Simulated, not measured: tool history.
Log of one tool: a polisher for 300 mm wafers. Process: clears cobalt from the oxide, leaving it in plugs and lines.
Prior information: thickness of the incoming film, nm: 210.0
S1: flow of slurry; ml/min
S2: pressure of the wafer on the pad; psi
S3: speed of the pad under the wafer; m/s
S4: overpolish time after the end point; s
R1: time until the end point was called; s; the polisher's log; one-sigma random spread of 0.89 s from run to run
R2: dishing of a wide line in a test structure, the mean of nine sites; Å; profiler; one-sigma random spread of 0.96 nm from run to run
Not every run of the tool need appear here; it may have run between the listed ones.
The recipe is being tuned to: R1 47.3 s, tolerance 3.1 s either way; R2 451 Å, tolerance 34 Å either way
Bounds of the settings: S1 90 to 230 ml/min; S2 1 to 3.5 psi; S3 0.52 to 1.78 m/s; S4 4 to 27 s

run,day,S1,S2,S3,S4,R1,R2
1,0,150,2.2,1.14,14,32.365,474.83
2,0.262,150,2.2,1.14,10,31.739,403.73
3,0.567,185,2.2,1.14,10,30.806,419.16
4,0.767,185,2.2,1.02,10,34.188,392.71
5,0.817,220,2.2,1.02,10,33.848,402.86
6,0.9,220,2.2,0.78,10,44.139,352.2
7,0.942,220,2.2,0.78,13,43.726,394.85
8,1.238,220,2.2,0.78,13,42.629,406.19
9,1.583,220,2.1,0.78,14,44.992,400.61

Next run, 5 choices. One meets every target within its allowed miss, the rest don't. Which?
A,1.929,210,2.7,0.58,18,?,?
B,1.929,215,2.3,0.7,11,?,?
C,1.929,230,2.5,0.64,13,?,?
D,1.929,220,2.2,0.84,13,?,?
E,1.929,210,1.9,0.98,10,?,?

move,R1,R2
A,46.225,448.61
B,45.077,347.5
C,44.888,385
D,39.423,412.83
E,39.4,355.73
A: all results in spec
B: its largest miss is bigger than the last run's
C: its largest miss is bigger than the last run's
D: its largest miss is bigger than the last run's
E: its largest miss is bigger than the last run's
Answer: A
